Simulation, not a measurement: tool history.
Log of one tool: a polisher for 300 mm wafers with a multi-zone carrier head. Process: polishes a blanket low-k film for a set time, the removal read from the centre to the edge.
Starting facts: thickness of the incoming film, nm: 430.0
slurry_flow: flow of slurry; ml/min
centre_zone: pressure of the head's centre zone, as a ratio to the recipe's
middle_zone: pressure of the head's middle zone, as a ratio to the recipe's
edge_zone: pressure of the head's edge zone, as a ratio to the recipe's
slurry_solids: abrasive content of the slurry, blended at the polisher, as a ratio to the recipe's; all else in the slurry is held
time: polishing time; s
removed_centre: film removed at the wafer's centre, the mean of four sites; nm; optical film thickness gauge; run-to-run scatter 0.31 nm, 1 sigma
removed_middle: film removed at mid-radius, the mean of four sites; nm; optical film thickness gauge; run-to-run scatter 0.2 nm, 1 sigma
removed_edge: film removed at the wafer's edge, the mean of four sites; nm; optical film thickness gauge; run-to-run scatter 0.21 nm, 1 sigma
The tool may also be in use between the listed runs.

Run 1, hour 0.0: slurry_flow 195 ml/min, centre_zone 1.00, middle_zone 1.00, edge_zone 1.00, slurry_solids 1.00, time 67 s. Result: removed_centre 32.447 nm, removed_middle 31.575 nm, removed_edge 32.828 nm.
Run 2, hour 3.8: slurry_flow 195 ml/min, centre_zone 1.00, middle_zone 1.06, edge_zone 1.00, slurry_solids 1.00, time 67 s. Result: removed_centre 32.850 nm, removed_middle 33.358 nm, removed_edge 32.143 nm.
Run 3, hour 7.3: slurry_flow 195 ml/min, centre_zone 1.05, middle_zone 1.06, edge_zone 1.00, slurry_solids 1.00, time 67 s. Result: removed_centre 34.578 nm, removed_middle 33.361 nm, removed_edge 32.016 nm.
Run 4, hour 10.5: slurry_flow 195 ml/min, centre_zone 1.05, middle_zone 1.06, edge_zone 1.00, slurry_solids 0.85, time 67 s. Result: removed_centre 31.961 nm, removed_middle 30.366 nm, removed_edge 29.741 nm.
Run 5, hour 13.1: slurry_flow 190 ml/min, centre_zone 1.07, middle_zone 1.03, edge_zone 0.98, slurry_solids 0.80, time 65 s. Result: removed_centre 29.398 nm, removed_middle 28.372 nm, removed_edge 27.255 nm.
Run 6, hour 21.0: slurry_flow 155 ml/min, centre_zone 1.07, middle_zone 1.03, edge_zone 0.98, slurry_solids 0.80, time 65 s. Result: removed_centre 29.075 nm, removed_middle 26.609 nm, removed_edge 27.318 nm.
Run 7, hour 27.9: slurry_flow 135 ml/min, centre_zone 1.12, middle_zone 0.93, edge_zone 0.90, slurry_solids 0.55, time 56 s. Result: removed_centre 19.376 nm, removed_middle 15.969 nm, removed_edge 16.933 nm.
Run 8, hour 33.8: slurry_flow 150 ml/min, centre_zone 1.13, middle_zone 0.93, edge_zone 0.94, slurry_solids 0.55, time 56 s. Result: removed_centre 20.046 nm, removed_middle 16.299 nm, removed_edge 17.474 nm.
Run 9, hour 34.7: slurry_flow 155 ml/min, centre_zone 1.14, middle_zone 0.93, edge_zone 0.98, slurry_solids 0.55, time 56 s. Result: removed_centre 20.190 nm, removed_middle 16.323 nm, removed_edge 17.694 nm.
Run 10, hour 42.9: slurry_flow 160 ml/min, centre_zone 1.15, middle_zone 0.93, edge_zone 1.01, slurry_solids 0.60, time 56 s. Result: removed_centre 22.170 nm, removed_middle 17.745 nm, removed_edge 19.333 nm.
Run 11, hour 49.1: slurry_flow 155 ml/min, centre_zone 1.16, middle_zone 0.92, edge_zone 1.03, slurry_solids 0.60, time 56 s. Result: removed_centre 22.426 nm, removed_middle 17.509 nm, removed_edge 19.640 nm.
Run 12, hour 53.5: slurry_flow 155 ml/min, centre_zone 1.17, middle_zone 0.92, edge_zone 1.04, slurry_solids 0.60, time 56 s. Result: removed_centre 22.415 nm, removed_middle 17.431 nm, removed_edge 19.446 nm.
Run 13, hour 55.0: slurry_flow 175 ml/min, centre_zone 1.18, middle_zone 0.89, edge_zone 1.09, slurry_solids 0.70, time 56 s. Result: removed_centre 25.927 nm, removed_middle 19.340 nm, removed_edge 22.209 nm.
Run 14, hour 58.6: slurry_flow 165 ml/min, centre_zone 1.18, middle_zone 0.89, edge_zone 1.08, slurry_solids 0.70, time 56 s. Result: removed_centre 25.525 nm, removed_middle 19.161 nm, removed_edge 22.499 nm.

Run 15 has not been measured yet. What should we expect?
Run 15, hour 66.1: slurry_flow 160 ml/min, centre_zone 1.18, middle_zone 0.89, edge_zone 1.06, slurry_solids 0.70, time 56 s. Result: removed_centre ?, removed_middle ?, removed_edge ?.

Logged for run 15: removed_centre 25.776 nm, removed_middle 18.976 nm, removed_edge 22.180 nm.

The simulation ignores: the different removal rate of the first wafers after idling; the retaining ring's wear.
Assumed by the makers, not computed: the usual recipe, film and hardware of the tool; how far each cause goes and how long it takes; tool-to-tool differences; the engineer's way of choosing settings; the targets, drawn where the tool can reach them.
